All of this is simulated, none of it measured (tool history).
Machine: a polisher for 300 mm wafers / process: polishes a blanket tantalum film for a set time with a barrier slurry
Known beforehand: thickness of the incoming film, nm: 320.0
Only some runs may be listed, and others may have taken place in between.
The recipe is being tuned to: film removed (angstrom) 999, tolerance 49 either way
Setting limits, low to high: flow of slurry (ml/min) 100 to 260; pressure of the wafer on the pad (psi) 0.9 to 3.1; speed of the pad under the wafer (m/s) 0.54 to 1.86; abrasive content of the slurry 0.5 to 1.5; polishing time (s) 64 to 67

| run | hour | flow of slurry (ml/min) | pressure of the wafer on the pad (psi) | speed of the pad under the wafer (m/s) | abrasive content of the slurry | polishing time (s) | film removed (angstrom) |
|---|---|---|---|---|---|---|---|
| 1 | 0 | 165 | 2 | 1.18 | 1 | 64 | 1446.2 |
| 2 | 1.5 | 165 | 2.2 | 1.18 | 1 | 64 | 1554.1 |
| 3 | 4.7 | 185 | 2.2 | 1.18 | 1 | 64 | 1601 |
| 4 | 8.8 | 185 | 2.2 | 1.18 | 1 | 67 | 1630.8 |
| 5 | 14.7 | 185 | 1.9 | 1.16 | 1 | 67 | 1475.4 |
| 6 | 16.7 | 185 | 1.9 | 1.16 | 1 | 64 | 1381.8 |
| 7 | 18.5 | 185 | 1.7 | 1.14 | 1 | 64 | 1201.2 |
| 8 | 20.2 | 185 | 1.6 | 1.14 | 1 | 64 | 1129.4 |
| 9 | 24.8 | 185 | 1.5 | 1.14 | 1 | 64 | 1099.3 |

Exercise: of the 5 proposed moves below, exactly one satisfies all targets within the stated allowed misses. Which move is it?
| A | 29.4 | 190 | 1.5 | 1.02 | 1.1 | 64 | ? |
| B | 29.4 | 190 | 2.2 | 0.8 | 0.65 | 67 | ? |
| C | 29.4 | 190 | 2 | 0.88 | 0.7 | 66 | ? |
| D | 29.4 | 200 | 1.5 | 1.18 | 1.05 | 67 | ? |
| E | 29.4 | 190 | 1.4 | 1 | 0.95 | 64 | ? |

| move | film removed (angstrom) |
|---|---|
| A | 1014.1 |
| B | 870.28 |
| C | 917.77 |
| D | 1209 |
| E | 880.61 |
A: all results in spec
B: takes the result that was furthest off past its target
C: takes the result that was furthest off past its target
D: misses by more than the last run did
E: takes the result that was furthest off past its target
So the answer is move A, the one that meets all the targets.
